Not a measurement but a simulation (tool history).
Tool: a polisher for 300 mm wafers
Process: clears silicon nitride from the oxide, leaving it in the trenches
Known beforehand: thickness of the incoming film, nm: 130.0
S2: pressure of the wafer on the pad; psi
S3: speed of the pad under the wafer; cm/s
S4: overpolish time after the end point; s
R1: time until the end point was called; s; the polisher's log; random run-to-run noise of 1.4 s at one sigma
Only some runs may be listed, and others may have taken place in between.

{"run": 1, "hour": 0.0, "flow of slurry (ml/min)": 310, "S2": 3.1, "S3": 84, "S4": 33, "R1": 176.72}
{"run": 2, "hour": 7.2, "flow of slurry (ml/min)": 310, "S2": 3.4, "S3": 84, "S4": 33, "R1": 162.74}
{"run": 3, "hour": 7.8, "flow of slurry (ml/min)": 310, "S2": 3.4, "S3": 66, "S4": 33, "R1": 206.92}
{"run": 4, "hour": 15.7, "flow of slurry (ml/min)": 310, "S2": 3.4, "S3": 66, "S4": 36, "R1": 202.8}
{"run": 5, "hour": 17.6, "flow of slurry (ml/min)": 240, "S2": 3.4, "S3": 66, "S4": 36, "R1": 207.51}
{"hour": 20.5, "done": "head pressure recalibrated"}
{"run": 6, "hour": 20.5, "flow of slurry (ml/min)": 240, "S2": 3.4, "S3": 50, "S4": 36, "R1": 239.02}
{"run": 7, "hour": 27.8, "flow of slurry (ml/min)": 240, "S2": 3.8, "S3": 56, "S4": 36, "R1": 191.07}
{"run": 8, "hour": 33.7, "flow of slurry (ml/min)": 240, "S2": 4.1, "S3": 56, "S4": 36, "R1": 183.9}

What does the tool deliver on the next run?
{"run": 9, "hour": 36.6, "flow of slurry (ml/min)": 240, "S2": 4.3, "S3": 60, "S4": 36, "R1": "?"}

{"run 9": {"R1": 164.41}}
